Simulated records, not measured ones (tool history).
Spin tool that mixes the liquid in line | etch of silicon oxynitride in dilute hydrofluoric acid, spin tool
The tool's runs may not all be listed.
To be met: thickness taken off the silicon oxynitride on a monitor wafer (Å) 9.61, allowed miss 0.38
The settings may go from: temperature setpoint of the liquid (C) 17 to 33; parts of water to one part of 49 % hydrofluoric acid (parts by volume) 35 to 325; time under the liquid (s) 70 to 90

run	hour	temperature setpoint of the liquid (C)	parts of water to one part of 49 % hydrofluoric acid (parts by volume)	time under the liquid (s)	thickness taken off the silicon oxynitride on a monitor wafer (Å)
1	0	25	180	90	15.581
2	6.2	25	180	70	11.922
3	9.8	25	115	70	19.799
4	15.4	23.5	130	70	16.179
5	20.1	22	135	70	14.371
6	21.7	22	80	70	25.339
7	28.6	22	80	70	24.879
8	32.9	22	80	70	25.149
9	34.2	21	100	70	19.104
10	37.2	20	110	70	16.753
11	41.2	19.5	120	70	14.63
12	48.6	19	125	70	13.505
13	54.7	18.5	130	70	12.724
14	59.2	18	135	70	12.047
15	67.1	18	140	70	11.554
16	74.3	18	145	70	10.864
17	77.3	17.5	150	70	10.353

Which of these 4 next moves meets every target?
A	80.3	17	165	70	?
B	80.3	18	195	80	?
C	80.3	17.5	180	75	?
D	80.3	17.5	180	80	?

move	thickness taken off the silicon oxynitride on a monitor wafer (Å)
A	8.9648
B	8.9501
C	8.9479
D	9.5444
A: takes the result that was furthest off past its target
B: takes the result that was furthest off past its target
C: takes the result that was furthest off past its target
D: meets every target
Answer: D
